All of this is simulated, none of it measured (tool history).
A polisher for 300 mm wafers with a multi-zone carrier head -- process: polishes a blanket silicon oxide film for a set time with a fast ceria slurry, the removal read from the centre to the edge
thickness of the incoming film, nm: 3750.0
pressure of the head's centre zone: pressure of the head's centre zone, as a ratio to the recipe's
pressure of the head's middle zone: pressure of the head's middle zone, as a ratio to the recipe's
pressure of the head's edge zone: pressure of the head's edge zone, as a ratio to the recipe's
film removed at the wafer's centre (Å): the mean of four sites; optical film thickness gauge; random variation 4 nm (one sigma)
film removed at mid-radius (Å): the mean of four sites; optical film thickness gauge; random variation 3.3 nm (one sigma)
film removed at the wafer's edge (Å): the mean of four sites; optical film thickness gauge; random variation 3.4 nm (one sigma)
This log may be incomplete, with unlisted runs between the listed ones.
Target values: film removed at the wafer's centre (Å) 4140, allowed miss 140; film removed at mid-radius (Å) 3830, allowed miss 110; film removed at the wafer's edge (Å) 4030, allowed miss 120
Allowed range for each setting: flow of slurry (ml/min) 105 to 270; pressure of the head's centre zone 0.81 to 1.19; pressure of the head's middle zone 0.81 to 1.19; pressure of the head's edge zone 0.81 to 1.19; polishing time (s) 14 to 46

run	hour	flow of slurry (ml/min)	pressure of the head's centre zone	pressure of the head's middle zone	pressure of the head's edge zone	polishing time (s)	film removed at the wafer's centre (Å)	film removed at mid-radius (Å)	film removed at the wafer's edge (Å)
1	0	175	1	1	1	30	4641.9	4553.5	4759.4
2	2.4	175	1	0.97	1	30	4586.8	4421.6	4739.9
3	8.5	175	1	0.97	0.93	30	4652.8	4426.7	4678.3
4	17	175	1	0.91	0.93	30	4607.9	4162.2	4567.1
5	20.3	170	1	0.91	0.9	29	4477.8	4029.1	4426.3
6	24.1	170	1	0.97	0.9	29	4401.8	4215.6	4384.5
7	30.4	160	1	0.96	0.88	29	4433.3	4141.9	4316.7
8	35	150	0.99	0.95	0.87	29	4335	4099.2	4338.6
9	36.5	150	0.99	0.95	0.86	29	4316	4090.5	4249.2
10	38.4	145	0.99	0.94	0.85	29	4234.4	4037.3	4236.4
11	40	140	1	0.94	0.84	29	4313.5	4085	4210.7
12	45	135	1	0.93	0.83	29	4227	3919.8	4175.6
13	50.8	135	1	0.93	0.82	29	4242.3	4017.6	4080.6

Below are 4 possible settings for the next run. Only one of them brings all results inside the allowed miss of their targets. Which is it?
A	56.6	105	0.97	1.02	0.86	29	?	?	?
B	56.6	120	0.97	0.96	0.85	30	?	?	?
C	56.6	150	1.02	0.94	0.92	27	?	?	?
D	56.6	105	0.95	0.86	0.82	31	?	?	?

move	film removed at the wafer's centre (Å)	film removed at mid-radius (Å)	film removed at the wafer's edge (Å)
A	3924.5	4131.9	4055.7
B	4174.9	4163.6	4250.9
C	4123.5	3820.7	4070.6
D	4103.3	3830.8	4256.5
A: moves away from the targets compared with the last run
B: moves away from the targets compared with the last run
C: hits every target within its allowed miss
D: brings the last run's worst result on target, with another outside its allowed miss
Move C is the one to make.

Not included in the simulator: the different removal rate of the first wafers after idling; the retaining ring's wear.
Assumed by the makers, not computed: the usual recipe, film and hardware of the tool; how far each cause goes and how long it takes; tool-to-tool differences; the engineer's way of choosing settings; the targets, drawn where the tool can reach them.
